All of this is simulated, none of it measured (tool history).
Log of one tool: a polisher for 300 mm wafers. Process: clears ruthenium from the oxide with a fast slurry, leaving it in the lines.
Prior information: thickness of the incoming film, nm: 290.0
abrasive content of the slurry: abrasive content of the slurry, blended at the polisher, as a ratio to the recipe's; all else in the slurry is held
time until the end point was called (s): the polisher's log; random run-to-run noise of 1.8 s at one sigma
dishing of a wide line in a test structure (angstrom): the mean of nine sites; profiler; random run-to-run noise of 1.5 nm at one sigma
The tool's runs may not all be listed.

run,hour,flow of slurry (ml/min),pressure of the wafer on the pad (kPa),speed of the pad under the wafer (m/s),abrasive content of the slurry,overpolish time after the end point (s),time until the end point was called (s),dishing of a wide line in a test structure (angstrom)
1,0.0,245,17.9,1.02,1.0,29,58.618,1036.80
2,5.9,245,15.9,1.02,1.0,32,63.471,1037.60
3,13.8,245,14.5,1.00,1.0,35,70.266,975.13
4,14.4,285,14.5,1.00,1.0,35,70.639,985.05
5,21.3,285,13.8,0.98,1.0,38,75.591,1007.10
6,23.3,305,13.8,0.98,1.0,38,74.176,1055.80

Run 7, settings as shown, results not yet in. Your forecast:
7,23.9,305,13.1,0.96,1.0,40,?,?

Run 7 came out at time until the end point was called (s) 77.669, dishing of a wide line in a test structure (angstrom) 1010.10.

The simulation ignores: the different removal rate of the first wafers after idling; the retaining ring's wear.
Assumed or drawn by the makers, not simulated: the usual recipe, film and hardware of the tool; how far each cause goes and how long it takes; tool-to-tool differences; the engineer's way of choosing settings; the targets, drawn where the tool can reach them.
